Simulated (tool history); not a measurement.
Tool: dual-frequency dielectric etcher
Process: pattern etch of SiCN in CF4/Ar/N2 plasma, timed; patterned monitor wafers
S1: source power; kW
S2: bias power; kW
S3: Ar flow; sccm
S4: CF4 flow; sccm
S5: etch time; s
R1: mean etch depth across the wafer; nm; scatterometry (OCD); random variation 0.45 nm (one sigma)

| run | hour | S1 | S2 | S3 | S4 | S5 | R1 |
|---|---|---|---|---|---|---|---|
| 1 | 0 | 0.43 | 0.093 | 94 | 63 | 113 | 102.04 |
| 2 | 3.7 | 0.41 | 0.093 | 94 | 63 | 113 | 97.623 |
| 3 | 9.8 | 0.45 | 0.093 | 94 | 63 | 113 | 105.85 |
| 4 | 16.2 | 0.45 | 0.093 | 94 | 63 | 118 | 110.37 |
| 5 | 24.1 | 0.38 | 0.093 | 94 | 63 | 118 | 95.145 |
| 6 | 25.2 | 0.38 | 0.081 | 94 | 63 | 118 | 91.407 |
| 7 | 30.6 | 0.37 | 0.081 | 94 | 63 | 118 | 88.693 |

Run 8 comes next. What will it give?
| 8 | 33.9 | 0.36 | 0.081 | 94 | 63 | 118 | ? |

R1: 85.455 nm
